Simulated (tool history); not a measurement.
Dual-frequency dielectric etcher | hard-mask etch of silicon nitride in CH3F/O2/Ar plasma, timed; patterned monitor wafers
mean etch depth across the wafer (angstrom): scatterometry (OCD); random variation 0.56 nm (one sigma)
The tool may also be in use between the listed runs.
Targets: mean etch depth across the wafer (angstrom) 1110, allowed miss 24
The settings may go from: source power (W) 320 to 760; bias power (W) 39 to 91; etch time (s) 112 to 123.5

run  hour  source power (W)  bias power (W)  etch time (s)  mean etch depth across the wafer (angstrom)
  1     0               540              65          123.5                                       953.52
  2   5.7               540              65          123.5                                       953.87
  3  14.6               540              72          123.5                                        986.3
  4  17.1               540              64          123.5                                       937.81
  5  25.8               450              64          123.5                                       882.49
  6  32.1               520              66          123.5                                       950.66
  7  39.8               570              67          123.5                                       987.75
  8  45.1               610              68          123.5                                       1024.2
  9  50.8               630              69          123.5                                       1035.4
 10  58.3               650              70          123.5                                       1050.6
 11  64.9               670              71          123.5                                       1070.6
 12  71.5               680              71          123.5                                       1075.2

5 next moves are on the table. One of them brings every result within its allowed miss. Which?
  A  78.1               750              76            118                                            ?
  B  78.1               760              65            117                                            ?
  C  78.1               680              69            121                                            ?
  D  78.1               670              68          123.5                                            ?
  E  78.1               650              69            115                                            ?

move  mean etch depth across the wafer (angstrom)
   A                                       1106.6
   B                                       1040.8
   C                                       1052.6
   D                                       1062.2
   E                                       982.58
A: meets every target
B: further off than the last run
C: further off than the last run
D: further off than the last run
E: further off than the last run
Answer: A
